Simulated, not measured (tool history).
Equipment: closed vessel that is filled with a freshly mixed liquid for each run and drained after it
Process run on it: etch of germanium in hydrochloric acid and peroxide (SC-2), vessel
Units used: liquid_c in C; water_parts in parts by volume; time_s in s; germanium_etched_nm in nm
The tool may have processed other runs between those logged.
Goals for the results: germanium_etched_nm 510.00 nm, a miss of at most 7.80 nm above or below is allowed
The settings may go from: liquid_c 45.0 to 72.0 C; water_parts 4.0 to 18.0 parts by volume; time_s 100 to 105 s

run 1 day=0.000 | liquid_c=61.0 water_parts=10.0 time_s=100 | germanium_etched_nm=377.07
run 2 day=0.146 | liquid_c=64.0 water_parts=10.0 time_s=100 | germanium_etched_nm=409.99
run 3 day=0.388 | liquid_c=66.0 water_parts=10.0 time_s=100 | germanium_etched_nm=434.47
run 4 day=0.517 | liquid_c=62.5 water_parts=10.0 time_s=100 | germanium_etched_nm=395.09
run 5 day=0.683 | liquid_c=62.5 water_parts=7.0 time_s=100 | germanium_etched_nm=403.65
run 6 day=0.796 | liquid_c=58.0 water_parts=7.0 time_s=100 | germanium_etched_nm=354.54
run 7 day=0.900 | liquid_c=61.5 water_parts=7.0 time_s=100 | germanium_etched_nm=394.46
run 8 day=1.150 | liquid_c=64.0 water_parts=7.0 time_s=100 | germanium_etched_nm=425.15
run 9 day=1.371 | liquid_c=65.5 water_parts=7.0 time_s=100 | germanium_etched_nm=440.51
run 10 day=1.617 | liquid_c=67.0 water_parts=7.0 time_s=100 | germanium_etched_nm=463.69
run 11 day=1.838 | liquid_c=68.0 water_parts=7.0 time_s=100 | germanium_etched_nm=474.45
run 12 day=2.146 | liquid_c=68.5 water_parts=7.0 time_s=100 | germanium_etched_nm=484.13
run 13 day=2.475 | liquid_c=69.0 water_parts=7.0 time_s=100 | germanium_etched_nm=492.65
run 14 day=2.779 | liquid_c=69.5 water_parts=7.0 time_s=100 | germanium_etched_nm=496.61

Which single option among these 4 for the next run brings every result within its allowed miss of target? Just one does.
run A day=3.083 | liquid_c=72.0 water_parts=7.5 time_s=100 | germanium_etched_nm=?
run B day=3.083 | liquid_c=72.0 water_parts=12.0 time_s=105 | germanium_etched_nm=?
run C day=3.083 | liquid_c=71.0 water_parts=4.5 time_s=100 | germanium_etched_nm=?
run D day=3.083 | liquid_c=69.0 water_parts=7.5 time_s=105 | germanium_etched_nm=?

move=A germanium_etched_nm=526.86
move=B germanium_etched_nm=523.12
move=C germanium_etched_nm=527.68
move=D germanium_etched_nm=508.95
A: the result that was furthest off in the last run now lies on the other side of its target
B: the result that was furthest off in the last run now lies on the other side of its target
C: the result that was furthest off in the last run now lies on the other side of its target
D: hits every target within its allowed miss
D meets every target.
